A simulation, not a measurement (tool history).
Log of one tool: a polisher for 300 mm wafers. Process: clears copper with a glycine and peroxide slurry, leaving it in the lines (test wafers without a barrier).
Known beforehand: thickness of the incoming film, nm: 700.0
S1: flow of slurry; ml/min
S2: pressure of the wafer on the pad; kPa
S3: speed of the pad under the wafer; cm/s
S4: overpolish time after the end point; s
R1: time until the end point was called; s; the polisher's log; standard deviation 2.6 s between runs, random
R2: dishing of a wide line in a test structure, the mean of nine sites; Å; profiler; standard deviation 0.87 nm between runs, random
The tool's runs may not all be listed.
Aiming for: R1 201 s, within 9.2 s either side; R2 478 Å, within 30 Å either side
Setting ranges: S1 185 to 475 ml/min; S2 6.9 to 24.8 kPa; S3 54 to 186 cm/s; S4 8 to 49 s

run 1 day=0 | S1=305 S2=15.9 S3=118 S4=25 | R1=134.05 R2=916.49
run 2 day=0.333 | S1=305 S2=13.8 S3=118 S4=25 | R1=142.63 R2=866.35
run 3 day=0.379 | S1=305 S2=12.4 S3=110 S4=22 | R1=165.62 R2=701.43
run 4 day=0.629 | S1=305 S2=11 S3=110 S4=20 | R1=168.6 R2=626.7
run 5 day=0.883 | S1=305 S2=9.7 S3=108 S4=19 | R1=184.42 R2=556.88
run 6 day=1.067 | S1=305 S2=9.7 S3=128 S4=19 | R1=158.38 R2=632.32
run 7 day=1.317 | S1=305 S2=9 S3=122 S4=18 | R1=175.49 R2=551.83
run 8 day=1.633 | S1=305 S2=9 S3=122 S4=18 | R1=172.66 R2=556.81

Consider the 5 candidate settings below. Which is the only one whose results all fall within their allowed miss of target?
run A day=1.95 | S1=325 S2=8.3 S3=124 S4=18 | R1=? R2=?
run B day=1.95 | S1=310 S2=9 S3=100 S4=26 | R1=? R2=?
run C day=1.95 | S1=315 S2=6.9 S3=108 S4=22 | R1=? R2=?
run D day=1.95 | S1=285 S2=9 S3=122 S4=19 | R1=? R2=?
run E day=1.95 | S1=210 S2=10.3 S3=96 S4=17 | R1=? R2=?

move=A R1=177.12 R2=565.02
move=B R1=201.89 R2=694.03
move=C R1=212.09 R2=574.9
move=D R1=174.9 R2=599.07
move=E R1=202.29 R2=486.83
A: closes in on the targets versus the last run, not all within tolerance yet
B: corrects the largest miss of the last run, while another result sits out of spec
C: moves the result that the last run missed by most past its target, out the other side
D: further off than the last run
E: all results land within tolerance of their targets
The right move is E.
